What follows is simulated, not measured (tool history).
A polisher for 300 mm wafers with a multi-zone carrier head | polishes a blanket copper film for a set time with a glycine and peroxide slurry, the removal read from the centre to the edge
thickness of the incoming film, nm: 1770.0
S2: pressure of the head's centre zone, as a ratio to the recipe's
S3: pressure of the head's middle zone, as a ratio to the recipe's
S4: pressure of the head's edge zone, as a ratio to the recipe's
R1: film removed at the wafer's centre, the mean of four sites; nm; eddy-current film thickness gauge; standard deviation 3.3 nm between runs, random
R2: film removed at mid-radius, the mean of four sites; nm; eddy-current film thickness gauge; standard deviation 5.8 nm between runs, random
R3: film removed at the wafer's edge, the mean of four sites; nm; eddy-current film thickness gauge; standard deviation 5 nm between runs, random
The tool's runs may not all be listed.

Run 1, day 0: flow of slurry (ml/min) 135, S2 1, S3 1, S4 1, polishing time (s) 43. Result: R1 291.25 nm, R2 283.89 nm, R3 287.61 nm.
Run 2, day 0.192: flow of slurry (ml/min) 140, S2 0.99, S3 1.01, S4 1.04, polishing time (s) 47. Result: R1 313.48 nm, R2 319.1 nm, R3 325.02 nm.
Run 3, day 0.492: flow of slurry (ml/min) 145, S2 0.99, S3 1.01, S4 1.07, polishing time (s) 49. Result: R1 329.69 nm, R2 333.07 nm, R3 337.38 nm.
Run 4, day 0.862: flow of slurry (ml/min) 140, S2 0.98, S3 1, S4 1.08, polishing time (s) 52. Result: R1 350.09 nm, R2 354.29 nm, R3 364.38 nm.
Run 5, day 0.888: flow of slurry (ml/min) 140, S2 1.02, S3 1, S4 1.08, polishing time (s) 52. Result: R1 357.35 nm, R2 351.64 nm, R3 365.17 nm.
Run 6, day 0.996: flow of slurry (ml/min) 155, S2 1.02, S3 1, S4 1.08, polishing time (s) 52. Result: R1 368.16 nm, R2 354.59 nm, R3 369.92 nm.
Run 7, day 1.196: flow of slurry (ml/min) 155, S2 1, S3 1, S4 1.11, polishing time (s) 54. Result: R1 369.62 nm, R2 365.78 nm, R3 388.86 nm.
Run 8, day 1.525: flow of slurry (ml/min) 155, S2 0.99, S3 1.01, S4 1.13, polishing time (s) 55. Result: R1 382.56 nm, R2 373.22 nm, R3 397.74 nm.
Run 9, day 1.562: flow of slurry (ml/min) 170, S2 0.89, S3 1.03, S4 1.17, polishing time (s) 59. Result: R1 373.47 nm, R2 434.02 nm, R3 437.64 nm.

Run 10 is up next; what results do you expect?
Run 10, day 1.908: flow of slurry (ml/min) 170, S2 0.9, S3 1.02, S4 1.17, polishing time (s) 59. Result: R1 ?, R2 ?, R3 ?.

For run 10 the tool returned R1 374.81 nm, R2 419.9 nm, R3 435.53 nm.
